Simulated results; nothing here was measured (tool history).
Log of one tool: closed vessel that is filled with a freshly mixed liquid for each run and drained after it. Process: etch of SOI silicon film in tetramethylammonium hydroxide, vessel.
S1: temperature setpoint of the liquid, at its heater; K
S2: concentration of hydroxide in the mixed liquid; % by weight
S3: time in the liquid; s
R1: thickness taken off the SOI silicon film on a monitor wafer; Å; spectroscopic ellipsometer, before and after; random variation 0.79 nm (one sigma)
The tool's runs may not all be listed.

run 1 hour=0 | S1=344.15 S2=18.5 S3=35 | R1=2131.6
run 2 hour=8.7 | S1=344.15 S2=16 S3=35 | R1=2252
run 3 hour=14.9 | S1=344.15 S2=16 S3=35 | R1=2251.4
run 4 hour=23.2 | S1=339.15 S2=16 S3=35 | R1=1670.7
run 5 hour=31.9 | S1=339.15 S2=16 S3=30 | R1=1439.8
run 6 hour=37.1 | S1=339.15 S2=16 S3=35 | R1=1682.1
run 7 hour=38.8 | S1=339.65 S2=16 S3=35 | R1=1723.4
run 8 hour=40.1 | S1=339.65 S2=16 S3=35 | R1=1734.3
run 9 hour=42.3 | S1=340.15 S2=16 S3=35 | R1=1777.9

The next listed run, before its measurement:
run 10 hour=46.5 | S1=340.65 S2=16 S3=35 | R1=?

R1: 1823.5 Å

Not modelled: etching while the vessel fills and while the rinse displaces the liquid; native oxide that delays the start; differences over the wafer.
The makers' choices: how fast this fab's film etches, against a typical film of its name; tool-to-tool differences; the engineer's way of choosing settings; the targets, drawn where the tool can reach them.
